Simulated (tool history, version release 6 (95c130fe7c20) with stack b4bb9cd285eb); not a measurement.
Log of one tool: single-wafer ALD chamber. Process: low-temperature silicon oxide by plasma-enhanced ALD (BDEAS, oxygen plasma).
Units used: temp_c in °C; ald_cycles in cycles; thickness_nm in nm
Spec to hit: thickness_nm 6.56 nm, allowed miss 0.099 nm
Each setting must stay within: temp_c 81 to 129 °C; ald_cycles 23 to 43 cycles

run,hour,temp_c,ald_cycles,thickness_nm
1,0,105,33,4.935
2,1.2,114,33,4.8388
3,9.6,123,33,4.7881
4,13.4,122,34,4.9155
5,19.5,122,31,4.4872
6,26.7,122,28,4.0477
7,30.6,120,30,4.3546
8,34.9,118,32,4.6556
9,37.2,117,33,4.82
10,41.3,117,33,4.8505
11,49.3,115,34,4.9972
12,55.1,114,35,5.1715
13,57.5,113,36,5.2993
14,59.2,112,37,5.5246
15,62.4,100,42,6.4232

Next run, 5 choices. One meets every target within its allowed miss, the rest don't. Which?
A,65.6,96,41,?
B,65.6,92,42,?
C,65.6,95,41,?
D,65.6,98,41,?
E,65.6,106,42,?

move,thickness_nm
A,6.3573
B,6.6176
C,6.383
D,6.306
E,6.3202
A: misses by more than the last run did
B: all results land within tolerance of their targets
C: misses by more than the last run did
D: misses by more than the last run did
E: misses by more than the last run did
Answer: B
